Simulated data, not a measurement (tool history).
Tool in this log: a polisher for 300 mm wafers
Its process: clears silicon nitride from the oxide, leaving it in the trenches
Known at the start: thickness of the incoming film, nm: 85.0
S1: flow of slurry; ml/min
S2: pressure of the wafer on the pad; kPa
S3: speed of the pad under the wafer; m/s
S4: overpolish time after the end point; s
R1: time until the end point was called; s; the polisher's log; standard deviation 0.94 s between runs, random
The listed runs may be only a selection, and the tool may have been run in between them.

Run 1, hour 0.0: S1 305 ml/min, S2 17.9 kPa, S3 0.86 m/s, S4 36 s. Result: R1 127.00 s.
Run 2, hour 7.6: S1 305 ml/min, S2 18.6 kPa, S3 0.86 m/s, S4 36 s. Result: R1 122.80 s.
Run 3, hour 16.4: S1 305 ml/min, S2 19.3 kPa, S3 0.86 m/s, S4 36 s. Result: R1 120.57 s.
Run 4, hour 22.8: S1 380 ml/min, S2 19.3 kPa, S3 0.86 m/s, S4 36 s. Result: R1 116.65 s.
At hour 31.5: worn pad replaced by a new one.
Run 5, hour 31.5: S1 380 ml/min, S2 19.3 kPa, S3 0.86 m/s, S4 36 s. Result: R1 109.34 s.
Run 6, hour 40.2: S1 390 ml/min, S2 19.3 kPa, S3 0.86 m/s, S4 36 s. Result: R1 106.99 s.
Run 7, hour 42.3: S1 400 ml/min, S2 19.3 kPa, S3 0.86 m/s, S4 36 s. Result: R1 108.23 s.

Run 8, settings as shown, results not yet in. Your forecast:
Run 8, hour 44.3: S1 405 ml/min, S2 19.3 kPa, S3 0.86 m/s, S4 36 s. Result: R1 ?.

Run 8 came out at R1 107.53 s.

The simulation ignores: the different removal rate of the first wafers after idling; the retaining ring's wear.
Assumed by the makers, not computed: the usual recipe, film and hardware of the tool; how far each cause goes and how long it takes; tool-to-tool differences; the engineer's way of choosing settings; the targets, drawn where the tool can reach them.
